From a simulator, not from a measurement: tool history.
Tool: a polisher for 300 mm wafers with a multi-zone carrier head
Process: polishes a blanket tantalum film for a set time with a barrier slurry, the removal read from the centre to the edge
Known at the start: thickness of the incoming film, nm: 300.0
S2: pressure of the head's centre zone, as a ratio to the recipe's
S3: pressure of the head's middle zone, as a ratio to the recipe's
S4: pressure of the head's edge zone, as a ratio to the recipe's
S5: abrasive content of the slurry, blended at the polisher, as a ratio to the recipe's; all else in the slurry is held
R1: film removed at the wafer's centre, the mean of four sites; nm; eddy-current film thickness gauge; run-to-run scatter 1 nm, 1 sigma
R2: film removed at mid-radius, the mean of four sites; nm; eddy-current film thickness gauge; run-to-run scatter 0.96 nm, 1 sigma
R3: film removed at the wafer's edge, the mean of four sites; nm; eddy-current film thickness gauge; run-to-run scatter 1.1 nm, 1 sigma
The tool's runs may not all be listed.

run 1 day=0 | flow_of_slurry_(ml/min)=170 S2=1 S3=1 S4=1 S5=1 polishing_time_(s)=70 | R1=117.67 R2=117.36 R3=116.61
run 2 day=0.033 | flow_of_slurry_(ml/min)=170 S2=1 S3=1 S4=0.96 S5=1 polishing_time_(s)=70 | R1=118.45 R2=117.42 R3=115.38
run 3 day=0.129 | flow_of_slurry_(ml/min)=130 S2=1 S3=1 S4=0.96 S5=1 polishing_time_(s)=70 | R1=112.39 R2=111.28 R3=112.05
run 4 day=0.388 | flow_of_slurry_(ml/min)=150 S2=1 S3=1 S4=0.96 S5=1 polishing_time_(s)=70 | R1=115.38 R2=113.27 R3=114.18
run 5 day=0.5 | flow_of_slurry_(ml/min)=145 S2=1.01 S3=1 S4=0.93 S5=0.9 polishing_time_(s)=70 | R1=112.12 R2=110.34 R3=110.96
run 6 day=0.696 | flow_of_slurry_(ml/min)=145 S2=1.03 S3=1 S4=0.91 S5=0.85 polishing_time_(s)=69 | R1=112.09 R2=106.91 R3=106.72

For run 7, what comes out?
run 7 day=0.992 | flow_of_slurry_(ml/min)=140 S2=1.04 S3=1 S4=0.89 S5=0.85 polishing_time_(s)=69 | R1=? R2=? R3=?

Run 7 produced R1 112.31 nm, R2 107.42 nm, R3 102.52 nm.
